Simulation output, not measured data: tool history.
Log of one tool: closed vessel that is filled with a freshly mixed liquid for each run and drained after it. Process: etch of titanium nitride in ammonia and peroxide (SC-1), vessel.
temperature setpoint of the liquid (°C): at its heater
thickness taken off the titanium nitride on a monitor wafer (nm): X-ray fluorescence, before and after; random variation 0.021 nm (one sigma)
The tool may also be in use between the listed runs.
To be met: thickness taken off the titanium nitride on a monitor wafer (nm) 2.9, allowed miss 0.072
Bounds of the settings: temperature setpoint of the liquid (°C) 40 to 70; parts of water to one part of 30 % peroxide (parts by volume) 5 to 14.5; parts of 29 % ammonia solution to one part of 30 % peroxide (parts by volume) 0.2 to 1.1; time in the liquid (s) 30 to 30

run,day,temperature setpoint of the liquid (°C),parts of water to one part of 30 % peroxide (parts by volume),parts of 29 % ammonia solution to one part of 30 % peroxide (parts by volume),time in the liquid (s),thickness taken off the titanium nitride on a monitor wafer (nm)
1,0,56,8,0.6,30,3.7962
2,0.192,55.5,8,0.6,30,3.6914
3,0.433,55,8,0.6,30,3.5865
4,0.683,54.5,8,0.6,30,3.4672
5,0.838,54.5,8,0.6,30,3.4098
6,0.996,54.5,9,0.6,30,3.2514
7,1.038,54,9,0.6,30,3.1351
8,1.329,53.5,9,0.6,30,3.0278

4 next moves are on the table. One of them brings every result within its allowed miss. Which?
A,1.621,50,5.5,1,30,?
B,1.621,53,7.5,0.5,30,?
C,1.621,55.5,12,0.8,30,?
D,1.621,52,7.5,0.5,30,?

move,thickness taken off the titanium nitride on a monitor wafer (nm)
A,3.288
B,3.1561
C,3.1791
D,2.9469
A: further off than the last run
B: further off than the last run
C: further off than the last run
D: meets every target
Move D is the one to make.

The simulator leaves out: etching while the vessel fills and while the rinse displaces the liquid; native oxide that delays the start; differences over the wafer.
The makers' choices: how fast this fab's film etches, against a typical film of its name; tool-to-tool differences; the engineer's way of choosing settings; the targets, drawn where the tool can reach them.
